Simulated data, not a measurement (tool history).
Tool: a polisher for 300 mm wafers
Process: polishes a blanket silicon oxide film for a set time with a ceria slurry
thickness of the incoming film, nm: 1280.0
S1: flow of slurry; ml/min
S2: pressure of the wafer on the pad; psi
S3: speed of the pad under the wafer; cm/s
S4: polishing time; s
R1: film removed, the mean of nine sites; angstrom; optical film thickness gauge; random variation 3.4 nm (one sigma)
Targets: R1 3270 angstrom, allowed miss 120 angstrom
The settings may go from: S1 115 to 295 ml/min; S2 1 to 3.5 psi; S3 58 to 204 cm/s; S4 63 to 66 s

run 1 hour=0 | S1=190 S2=2.2 S3=130 S4=63 | R1=2192.6
run 2 hour=6.2 | S1=225 S2=2.2 S3=130 S4=63 | R1=2266.7
run 3 hour=13 | S1=250 S2=2.2 S3=130 S4=63 | R1=2308.2
run 4 hour=20.1 | S1=250 S2=2.3 S3=130 S4=63 | R1=2390.7
run 5 hour=27.8 | S1=250 S2=2.4 S3=130 S4=63 | R1=2443.8
run 6 hour=34.1 | S1=250 S2=2.6 S3=130 S4=63 | R1=2649.7
run 7 hour=36.3 | S1=250 S2=2.6 S3=130 S4=63 | R1=2668.7
run 8 hour=37.9 | S1=250 S2=2.7 S3=130 S4=63 | R1=2710.7
run 9 hour=43.6 | S1=250 S2=2.7 S3=130 S4=63 | R1=2678.7
run 10 hour=50.8 | S1=250 S2=2.8 S3=130 S4=63 | R1=2842
run 11 hour=56.3 | S1=250 S2=2.9 S3=130 S4=63 | R1=2924.9
run 12 hour=63 | S1=250 S2=3 S3=130 S4=63 | R1=3012.7
run 13 hour=72 | S1=250 S2=3.1 S3=130 S4=63 | R1=3060

Which of these 5 next moves meets every target?
run A hour=81 | S1=240 S2=3 S3=120 S4=65 | R1=?
run B hour=81 | S1=235 S2=2.9 S3=142 S4=66 | R1=?
run C hour=81 | S1=215 S2=3.4 S3=118 S4=63 | R1=?
run D hour=81 | S1=260 S2=2.8 S3=122 S4=65 | R1=?
run E hour=81 | S1=245 S2=3 S3=134 S4=63 | R1=?

move=A R1=2934.4
move=B R1=3238.7
move=C R1=3103
move=D R1=2816.6
move=E R1=3073.4
A: further off than the last run
B: meets every target
C: nearer than the last run, and not there yet
D: further off than the last run
E: nearer than the last run, and not there yet
The right move is B.
